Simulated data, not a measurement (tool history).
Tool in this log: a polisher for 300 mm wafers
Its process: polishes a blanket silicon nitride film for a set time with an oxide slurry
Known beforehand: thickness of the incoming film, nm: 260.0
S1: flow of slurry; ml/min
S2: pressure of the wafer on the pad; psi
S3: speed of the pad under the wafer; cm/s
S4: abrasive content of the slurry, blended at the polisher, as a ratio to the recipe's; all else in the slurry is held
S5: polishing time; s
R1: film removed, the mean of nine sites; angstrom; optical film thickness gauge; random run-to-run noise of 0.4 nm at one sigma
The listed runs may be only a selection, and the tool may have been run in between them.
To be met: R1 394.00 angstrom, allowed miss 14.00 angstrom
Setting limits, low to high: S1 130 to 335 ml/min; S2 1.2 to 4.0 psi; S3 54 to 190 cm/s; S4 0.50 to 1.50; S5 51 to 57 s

run 1 hour=0.0 | S1=215 S2=2.6 S3=122 S4=1.00 S5=57 | R1=307.04
run 2 hour=8.0 | S1=215 S2=2.6 S3=122 S4=0.90 S5=57 | R1=289.52
run 3 hour=10.0 | S1=215 S2=2.6 S3=144 S4=0.90 S5=57 | R1=328.70
run 4 hour=13.9 | S1=215 S2=2.7 S3=144 S4=0.90 S5=57 | R1=345.04
run 5 hour=16.7 | S1=215 S2=2.8 S3=144 S4=0.90 S5=57 | R1=352.69
run 6 hour=20.5 | S1=215 S2=2.2 S3=144 S4=0.90 S5=57 | R1=280.58
run 7 hour=23.1 | S1=215 S2=2.4 S3=144 S4=0.90 S5=57 | R1=302.12
run 8 hour=26.1 | S1=215 S2=2.6 S3=144 S4=0.90 S5=57 | R1=329.36
run 9 hour=34.8 | S1=215 S2=2.7 S3=144 S4=0.90 S5=57 | R1=339.19
run 10 hour=42.7 | S1=225 S2=3.2 S3=146 S4=0.90 S5=57 | R1=409.56

Pick the move, out of 5, that brings all results within their allowed miss; only one does.
run A hour=50.6 | S1=205 S2=3.5 S3=146 S4=0.85 S5=53 | R1=?
run B hour=50.6 | S1=230 S2=3.4 S3=138 S4=0.95 S5=56 | R1=?
run C hour=50.6 | S1=240 S2=3.3 S3=156 S4=0.90 S5=57 | R1=?
run D hour=50.6 | S1=225 S2=3.1 S3=168 S4=1.05 S5=51 | R1=?
run E hour=50.6 | S1=255 S2=3.2 S3=154 S4=0.90 S5=57 | R1=?

move=A R1=403.57
move=B R1=429.63
move=C R1=455.08
move=D R1=440.04
move=E R1=439.84
A: all results in spec
B: misses by more than the last run did
C: misses by more than the last run did
D: misses by more than the last run did
E: misses by more than the last run did
A is the move that brings every result within its allowed miss.
